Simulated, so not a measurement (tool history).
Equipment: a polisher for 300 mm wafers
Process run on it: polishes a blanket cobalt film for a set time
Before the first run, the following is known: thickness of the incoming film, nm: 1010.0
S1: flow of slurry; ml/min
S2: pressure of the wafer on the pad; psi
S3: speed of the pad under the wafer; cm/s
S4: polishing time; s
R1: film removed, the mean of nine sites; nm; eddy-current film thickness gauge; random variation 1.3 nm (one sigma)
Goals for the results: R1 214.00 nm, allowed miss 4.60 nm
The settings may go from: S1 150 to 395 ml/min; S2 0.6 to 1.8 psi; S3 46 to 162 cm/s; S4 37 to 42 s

{"run": 1, "day": 0.0, "S1": 250, "S2": 1.2, "S3": 104, "S4": 42, "R1": 154.04}
{"run": 2, "day": 0.133, "S1": 255, "S2": 1.3, "S3": 104, "S4": 42, "R1": 164.21}
{"run": 3, "day": 0.508, "S1": 255, "S2": 1.4, "S3": 104, "S4": 42, "R1": 176.7}
{"run": 4, "day": 0.758, "S1": 255, "S2": 1.4, "S3": 92, "S4": 42, "R1": 159.35}
{"run": 5, "day": 0.962, "S1": 260, "S2": 1.5, "S3": 92, "S4": 42, "R1": 170.65}
{"run": 6, "day": 1.029, "S1": 315, "S2": 1.5, "S3": 92, "S4": 42, "R1": 172.17}
{"run": 7, "day": 1.058, "S1": 315, "S2": 1.7, "S3": 92, "S4": 42, "R1": 198.84}
{"run": 8, "day": 1.112, "S1": 315, "S2": 1.8, "S3": 92, "S4": 42, "R1": 206.88}

Below are 4 possible settings for the next run. Only one of them brings all results inside the allowed miss of their targets. Which is it?
{"run": "A", "day": 1.167, "S1": 265, "S2": 1.8, "S3": 100, "S4": 37, "R1": "?"}
{"run": "B", "day": 1.167, "S1": 305, "S2": 1.7, "S3": 96, "S4": 42, "R1": "?"}
{"run": "C", "day": 1.167, "S1": 370, "S2": 1.8, "S3": 96, "S4": 38, "R1": "?"}
{"run": "D", "day": 1.167, "S1": 345, "S2": 1.8, "S3": 100, "S4": 40, "R1": "?"}

move=A R1=193.86
move=B R1=203.28
move=C R1=197.57
move=D R1=214.59
A: the biggest miss grows against the last run
B: the biggest miss grows against the last run
C: the biggest miss grows against the last run
D: in spec on every target
The right move is D.
